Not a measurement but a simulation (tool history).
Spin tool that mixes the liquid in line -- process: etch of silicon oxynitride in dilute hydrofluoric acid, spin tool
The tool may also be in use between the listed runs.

| run | day | temperature setpoint of the liquid (C) | parts of water to one part of 49 % hydrofluoric acid (parts by volume) | time under the liquid (s) | thickness taken off the silicon oxynitride on a monitor wafer (Å) |
|---|---|---|---|---|---|
| 1 | 0.000 | 20.0 | 115 | 100 | 11.4210 |
| 2 | 0.371 | 20.0 | 115 | 80 | 9.2201 |
| 3 | 0.650 | 19.0 | 125 | 80 | 7.8674 |
| 4 | 1.025 | 19.0 | 95 | 80 | 10.5300 |
| 5 | 1.229 | 18.5 | 110 | 80 | 9.0114 |
| 6 | 1.500 | 18.0 | 120 | 80 | 7.9482 |
| 7 | 1.604 | 17.5 | 125 | 80 | 7.2703 |

For run 8, what comes out?
| 8 | 1.871 | 17.5 | 130 | 80 | ? |

Run 8 gave thickness taken off the silicon oxynitride on a monitor wafer (Å) 7.1735.

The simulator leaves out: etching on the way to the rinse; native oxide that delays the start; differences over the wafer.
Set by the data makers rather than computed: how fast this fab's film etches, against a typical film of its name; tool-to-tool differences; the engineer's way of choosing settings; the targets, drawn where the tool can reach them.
